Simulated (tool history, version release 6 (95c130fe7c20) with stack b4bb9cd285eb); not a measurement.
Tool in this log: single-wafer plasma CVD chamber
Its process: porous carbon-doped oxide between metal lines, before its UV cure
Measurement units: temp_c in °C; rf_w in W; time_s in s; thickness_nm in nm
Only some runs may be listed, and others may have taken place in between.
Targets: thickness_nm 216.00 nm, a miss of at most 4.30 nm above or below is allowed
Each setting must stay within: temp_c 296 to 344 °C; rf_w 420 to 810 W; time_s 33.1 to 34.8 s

run,day,temp_c,rf_w,time_s,thickness_nm
1,0.000,320,615,34.8,189.21
2,0.217,316,625,34.8,196.47
3,0.308,316,625,33.1,186.26
4,0.596,313,640,33.2,191.08
5,0.617,320,640,33.2,183.17
6,0.842,320,695,33.2,195.13
7,1.108,317,700,33.2,198.34
8,1.350,314,705,33.2,202.98

Which one of the following 4 next-run settings gets every result inside its allowed miss? There is exactly one.
A,1.592,307,740,33.5,?
B,1.592,311,625,34.5,?
C,1.592,311,770,34.8,?
D,1.592,317,690,33.3,?

move,thickness_nm
A,217.05
B,197.74
C,226.46
D,197.44
A: in spec on every target
B: moves away from the targets compared with the last run
C: pushes the last run's worst result past its target
D: moves away from the targets compared with the last run
Go with A: it meets all targets.
